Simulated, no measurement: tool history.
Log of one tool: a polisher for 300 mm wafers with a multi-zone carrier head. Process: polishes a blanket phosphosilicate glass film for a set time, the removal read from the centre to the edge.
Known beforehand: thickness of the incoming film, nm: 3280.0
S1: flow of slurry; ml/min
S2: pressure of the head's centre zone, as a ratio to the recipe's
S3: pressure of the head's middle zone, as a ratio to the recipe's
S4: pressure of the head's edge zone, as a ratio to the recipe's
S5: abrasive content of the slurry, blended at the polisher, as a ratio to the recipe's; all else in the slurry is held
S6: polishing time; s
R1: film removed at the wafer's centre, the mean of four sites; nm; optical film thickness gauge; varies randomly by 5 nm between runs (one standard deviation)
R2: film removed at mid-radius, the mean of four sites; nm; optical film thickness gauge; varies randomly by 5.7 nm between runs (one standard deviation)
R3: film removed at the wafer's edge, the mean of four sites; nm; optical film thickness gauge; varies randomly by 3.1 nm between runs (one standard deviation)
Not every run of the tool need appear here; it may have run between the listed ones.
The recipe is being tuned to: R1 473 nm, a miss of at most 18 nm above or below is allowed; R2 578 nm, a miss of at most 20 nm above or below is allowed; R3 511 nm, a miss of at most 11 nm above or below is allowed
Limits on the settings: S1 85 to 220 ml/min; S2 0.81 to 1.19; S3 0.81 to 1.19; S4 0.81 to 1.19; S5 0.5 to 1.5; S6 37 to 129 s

{"run": 1, "hour": 0.0, "S1": 140, "S2": 1, "S3": 1, "S4": 1, "S5": 1, "S6": 83, "R1": 814.2, "R2": 810.9, "R3": 820.23}
{"run": 2, "hour": 2.1, "S1": 135, "S2": 0.97, "S3": 1.01, "S4": 0.97, "S5": 0.9, "S6": 81, "R1": 736.46, "R2": 773.48, "R3": 756.1}
{"run": 3, "hour": 6.7, "S1": 130, "S2": 0.95, "S3": 1.01, "S4": 0.95, "S5": 0.8, "S6": 78, "R1": 652.74, "R2": 716.91, "R3": 682.94}
{"run": 4, "hour": 13.3, "S1": 125, "S2": 0.94, "S3": 1.01, "S4": 0.93, "S5": 0.75, "S6": 77, "R1": 630.96, "R2": 677.28, "R3": 663.91}
{"run": 5, "hour": 18.0, "S1": 125, "S2": 0.93, "S3": 1.03, "S4": 0.92, "S5": 0.7, "S6": 75, "R1": 585.77, "R2": 639.65, "R3": 622.37}
{"run": 6, "hour": 26.1, "S1": 125, "S2": 0.92, "S3": 1.06, "S4": 0.9, "S5": 0.65, "S6": 74, "R1": 551.58, "R2": 638.92, "R3": 591.29}
{"run": 7, "hour": 29.3, "S1": 95, "S2": 0.89, "S3": 1.06, "S4": 0.81, "S5": 0.5, "S6": 74, "R1": 445.13, "R2": 526.43, "R3": 489.74}
{"run": 8, "hour": 34.9, "S1": 100, "S2": 0.89, "S3": 1.07, "S4": 0.81, "S5": 0.5, "S6": 74, "R1": 460.29, "R2": 550.64, "R3": 495.81}
{"run": 9, "hour": 35.6, "S1": 105, "S2": 0.89, "S3": 1.07, "S4": 0.81, "S5": 0.5, "S6": 74, "R1": 465.83, "R2": 561.74, "R3": 495.87}

5 next moves are on the table. One of them brings every result within its allowed miss. Which?
{"run": "A", "hour": 36.3, "S1": 140, "S2": 0.88, "S3": 1.18, "S4": 0.83, "S5": 0.55, "S6": 66, "R1": "?", "R2": "?", "R3": "?"}
{"run": "B", "hour": 36.3, "S1": 105, "S2": 0.88, "S3": 1.03, "S4": 0.88, "S5": 0.6, "S6": 69, "R1": "?", "R2": "?", "R3": "?"}
{"run": "C", "hour": 36.3, "S1": 90, "S2": 0.96, "S3": 1.1, "S4": 0.81, "S5": 0.65, "S6": 67, "R1": "?", "R2": "?", "R3": "?"}
{"run": "D", "hour": 36.3, "S1": 90, "S2": 0.91, "S3": 1.11, "S4": 0.81, "S5": 0.5, "S6": 79, "R1": "?", "R2": "?", "R3": "?"}
{"run": "E", "hour": 36.3, "S1": 95, "S2": 0.96, "S3": 1.13, "S4": 0.81, "S5": 0.6, "S6": 70, "R1": "?", "R2": "?", "R3": "?"}

move=A R1=466.78 R2=604.58 R3=490.13
move=B R1=460.84 R2=537.51 R3=513.45
move=C R1=472.91 R2=538.4 R3=479.46
move=D R1=481.49 R2=583.16 R3=515.1
move=E R1=491.46 R2=570.65 R3=493.04
A: further off than the last run
B: gets the furthest-off result to its target, but another result is out of tolerance
C: further off than the last run
D: all results in spec
E: further off than the last run
D is the move that brings every result within its allowed miss.

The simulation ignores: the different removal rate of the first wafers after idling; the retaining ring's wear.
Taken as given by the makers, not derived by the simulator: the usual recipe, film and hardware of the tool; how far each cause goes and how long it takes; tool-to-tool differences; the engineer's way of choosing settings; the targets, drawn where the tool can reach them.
